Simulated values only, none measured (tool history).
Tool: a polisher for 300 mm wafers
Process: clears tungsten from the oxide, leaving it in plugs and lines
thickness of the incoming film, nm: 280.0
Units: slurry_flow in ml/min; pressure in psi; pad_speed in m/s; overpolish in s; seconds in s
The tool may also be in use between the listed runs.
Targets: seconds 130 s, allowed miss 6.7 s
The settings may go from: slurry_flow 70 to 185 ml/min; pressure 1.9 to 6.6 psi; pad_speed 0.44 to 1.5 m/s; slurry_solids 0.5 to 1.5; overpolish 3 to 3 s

run  hour  slurry_flow  pressure  pad_speed  slurry_solids  overpolish  seconds
  1     0          120       4.2       0.96              1           3   53.836
  2   3.6          120       3.8        0.9              1           3   61.916
  3   6.3          120       3.5       0.84              1           3   69.317
  4   7.6          120       3.5       0.84              1           3   72.022
  5  11.5          120       3.5       0.84           0.85           3   73.465
  6  15.4          120       3.5       0.84           0.85           3   74.417
  7  17.4          110       2.3       0.66            0.8           3   143.81
  8  18.3          115       2.3       0.66            0.8           3   140.49

Which of these 5 next moves meets every target?
  A  19.2          110       1.9       0.66           0.85           3        ?
  B  19.2          140       2.3       0.68            0.9           3        ?
  C  19.2          130       2.7       0.74           0.75           3        ?
  D  19.2          110       2.6        0.7            0.9           3        ?
  E  19.2          105       2.8       0.64              1           3        ?

move  seconds
   A   167.59
   B   128.53
   C   107.38
   D   116.27
   E    116.3
A: further off than the last run
B: meets every target
C: takes the result that was furthest off past its target
D: takes the result that was furthest off past its target
E: takes the result that was furthest off past its target
Move B is the one to make.

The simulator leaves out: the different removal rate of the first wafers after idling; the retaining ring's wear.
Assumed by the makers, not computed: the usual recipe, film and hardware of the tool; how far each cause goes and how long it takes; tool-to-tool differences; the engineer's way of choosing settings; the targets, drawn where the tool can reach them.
